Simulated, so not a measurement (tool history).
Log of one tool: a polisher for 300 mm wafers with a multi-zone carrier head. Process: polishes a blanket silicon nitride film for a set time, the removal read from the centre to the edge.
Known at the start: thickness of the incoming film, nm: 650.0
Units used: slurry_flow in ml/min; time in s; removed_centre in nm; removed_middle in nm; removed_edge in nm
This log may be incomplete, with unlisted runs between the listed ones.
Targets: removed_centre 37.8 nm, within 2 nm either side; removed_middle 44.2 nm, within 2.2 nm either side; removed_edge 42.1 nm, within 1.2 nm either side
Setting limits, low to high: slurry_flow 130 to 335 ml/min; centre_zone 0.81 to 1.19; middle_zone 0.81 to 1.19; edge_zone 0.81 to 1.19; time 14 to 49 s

run  hour  slurry_flow  centre_zone  middle_zone  edge_zone  time  removed_centre  removed_middle  removed_edge
  1     0          215            1            1          1    31          43.102          43.484        45.183
  2   4.6          215            1            1          1    26          36.355          36.351        37.618
  3  13.5          220         0.99         1.03       1.02    26           36.64          38.161        37.974
  4  19.6          220         0.99         1.03       0.98    26           36.27          37.712        37.322
  5    24          220         1.07         1.03       0.98    26          40.623          36.763        36.852
  6    26          220         1.07         1.03       0.98    30          45.179          44.026        42.382
  7    28          185         0.97         1.06          1    30          40.679          43.712        41.915
  8  34.3          185         0.96         1.06          1    30          39.471          44.461        42.558

Which single option among these 5 for the next run brings every result within its allowed miss of target? Just one does.
  A  40.6          190         0.93         1.05       1.02    31               ?               ?             ?
  B  40.6          205         0.94         1.05       0.97    31               ?               ?             ?
  C  40.6          200         0.89         1.03       0.93    31               ?               ?             ?
  D  40.6          160         0.89         1.07       1.01    32               ?               ?             ?
  E  40.6          165         0.98         1.05       0.93    32               ?               ?             ?

move  removed_centre  removed_middle  removed_edge
   A          40.002          44.658        43.831
   B          40.984          45.195         43.15
   C          38.614          44.307        42.198
   D           38.23          45.516        44.102
   E          42.383          45.016        42.577
A: its largest miss is bigger than the last run's
B: its largest miss is bigger than the last run's
C: all results land within tolerance of their targets
D: corrects the largest miss of the last run, while another result sits out of spec
E: its largest miss is bigger than the last run's
So the answer is move C, the one that meets all the targets.

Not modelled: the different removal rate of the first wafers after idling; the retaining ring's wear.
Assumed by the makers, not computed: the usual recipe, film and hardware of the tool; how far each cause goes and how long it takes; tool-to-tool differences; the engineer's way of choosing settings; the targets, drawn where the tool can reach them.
